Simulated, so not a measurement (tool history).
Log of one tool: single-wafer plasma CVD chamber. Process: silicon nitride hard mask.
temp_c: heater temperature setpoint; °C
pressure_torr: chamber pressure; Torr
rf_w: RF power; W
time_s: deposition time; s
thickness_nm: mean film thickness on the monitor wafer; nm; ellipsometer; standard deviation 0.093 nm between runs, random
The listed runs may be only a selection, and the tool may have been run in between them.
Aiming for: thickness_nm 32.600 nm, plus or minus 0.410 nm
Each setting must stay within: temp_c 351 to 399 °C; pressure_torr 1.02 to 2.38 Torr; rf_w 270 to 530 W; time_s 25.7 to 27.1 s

run  hour  temp_c  pressure_torr  rf_w  time_s  thickness_nm
  1   0.0     375           1.70   400    27.1        41.852
  2   1.2     375           1.70   400    25.7        39.704
  3  10.1     366           1.70   400    25.7        39.689
  4  18.8     366           1.46   400    25.7        37.827
  5  22.2     359           1.46   400    25.7        37.950
  6  26.2     368           1.46   400    25.7        37.774
  7  30.2     368           1.35   390    25.7        36.222
  8  37.1     368           1.27   385    25.7        34.990
  9  41.3     368           1.27   385    25.7        35.156
 10  44.5     368           1.21   380    25.7        34.163
 11  47.5     368           1.16   380    25.7        33.679
 12  53.4     368           1.13   380    25.7        33.308
 13  55.7     368           1.11   380    25.7        33.159

Exercise: of the 5 proposed moves below, exactly one satisfies all targets within the stated allowed misses. Which move is it?
  A  58.0     369           1.03   410    25.9             ?
  B  58.0     360           1.02   390    26.4             ?
  C  58.0     363           1.05   370    27.1             ?
  D  58.0     359           1.10   355    27.1             ?
  E  58.0     368           1.22   345    26.2             ?

move  thickness_nm
   A        34.050
   B        33.604
   C        33.617
   D        33.337
   E        32.796
A: further off than the last run
B: further off than the last run
C: further off than the last run
D: further off than the last run
E: each result inside its tolerance
Correct choice: E, which meets every target

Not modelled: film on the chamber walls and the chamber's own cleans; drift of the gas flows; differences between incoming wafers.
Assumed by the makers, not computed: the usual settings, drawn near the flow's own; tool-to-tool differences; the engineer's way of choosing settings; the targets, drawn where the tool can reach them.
